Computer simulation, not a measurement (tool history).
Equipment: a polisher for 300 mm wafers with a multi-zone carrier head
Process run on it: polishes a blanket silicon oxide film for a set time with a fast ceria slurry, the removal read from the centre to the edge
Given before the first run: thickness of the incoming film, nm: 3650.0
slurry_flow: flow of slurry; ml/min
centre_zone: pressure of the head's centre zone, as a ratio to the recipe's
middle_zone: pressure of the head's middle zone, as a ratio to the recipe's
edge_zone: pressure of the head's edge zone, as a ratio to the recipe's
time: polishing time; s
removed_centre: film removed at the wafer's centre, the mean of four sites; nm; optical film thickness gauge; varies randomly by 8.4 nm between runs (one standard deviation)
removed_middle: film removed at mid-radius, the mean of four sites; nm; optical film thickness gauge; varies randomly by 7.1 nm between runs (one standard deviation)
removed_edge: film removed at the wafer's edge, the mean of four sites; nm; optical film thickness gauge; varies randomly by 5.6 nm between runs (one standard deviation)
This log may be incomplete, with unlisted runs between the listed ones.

{"run": 1, "day": 0.0, "slurry_flow": 280, "centre_zone": 1.0, "middle_zone": 1.0, "edge_zone": 1.0, "time": 30, "removed_centre": 386.16, "removed_middle": 383.36, "removed_edge": 388.36}
{"run": 2, "day": 0.288, "slurry_flow": 285, "centre_zone": 1.03, "middle_zone": 1.02, "edge_zone": 1.03, "time": 33, "removed_centre": 437.11, "removed_middle": 427.06, "removed_edge": 429.79}
{"run": 3, "day": 0.633, "slurry_flow": 285, "centre_zone": 1.0, "middle_zone": 1.02, "edge_zone": 1.03, "time": 33, "removed_centre": 424.07, "removed_middle": 418.64, "removed_edge": 428.55}
{"run": 4, "day": 0.9, "slurry_flow": 285, "centre_zone": 1.0, "middle_zone": 1.02, "edge_zone": 1.03, "time": 27, "removed_centre": 346.96, "removed_middle": 345.59, "removed_edge": 357.13}
{"run": 5, "day": 1.217, "slurry_flow": 245, "centre_zone": 1.0, "middle_zone": 1.02, "edge_zone": 1.03, "time": 27, "removed_centre": 339.57, "removed_middle": 333.9, "removed_edge": 344.64}
{"run": 6, "day": 1.588, "slurry_flow": 280, "centre_zone": 1.03, "middle_zone": 1.03, "edge_zone": 1.04, "time": 30, "removed_centre": 395.56, "removed_middle": 390.67, "removed_edge": 394.49}
{"run": 7, "day": 1.733, "slurry_flow": 345, "centre_zone": 1.13, "middle_zone": 1.08, "edge_zone": 1.14, "time": 38, "removed_centre": 553.87, "removed_middle": 527.69, "removed_edge": 536.65}
{"run": 8, "day": 2.096, "slurry_flow": 345, "centre_zone": 1.14, "middle_zone": 1.09, "edge_zone": 1.14, "time": 39, "removed_centre": 601.23, "removed_middle": 545.14, "removed_edge": 549.03}

For run 9, what comes out?
{"run": 9, "day": 2.408, "slurry_flow": 350, "centre_zone": 1.14, "middle_zone": 1.1, "edge_zone": 1.15, "time": 39, "removed_centre": "?", "removed_middle": "?", "removed_edge": "?"}

removed_centre: 568.74 nm
removed_middle: 558.45 nm
removed_edge: 550.61 nm

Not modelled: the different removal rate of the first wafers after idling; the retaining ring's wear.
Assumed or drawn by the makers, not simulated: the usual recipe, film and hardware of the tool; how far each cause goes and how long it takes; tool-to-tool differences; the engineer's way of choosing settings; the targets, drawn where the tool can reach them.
